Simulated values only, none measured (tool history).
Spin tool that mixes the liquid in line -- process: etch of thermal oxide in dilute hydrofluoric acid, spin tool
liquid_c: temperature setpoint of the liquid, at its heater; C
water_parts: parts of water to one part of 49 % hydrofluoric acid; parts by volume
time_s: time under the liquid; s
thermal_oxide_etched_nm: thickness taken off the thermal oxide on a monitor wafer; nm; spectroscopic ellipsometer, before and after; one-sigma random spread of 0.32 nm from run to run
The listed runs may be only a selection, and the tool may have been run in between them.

run  hour  liquid_c  water_parts  time_s  thermal_oxide_etched_nm
  1     0        26           70     285                   20.373
  2   3.4      28.5           65     285                   24.616
  3   8.7        30           60     285                   28.217
  4  13.1        30           45     285                   38.527
  5  19.3      29.5           45     285                   37.549
  6  27.3        33           45     285                   42.238
  7  28.1      31.5           45     285                   40.792
  8  30.5      30.5           45     285                   39.071
  9  38.4        30           45     285                   37.804

The next listed run, before its measurement:
 10  46.3      29.5           45     285                        ?

thermal_oxide_etched_nm: 37.367 nm
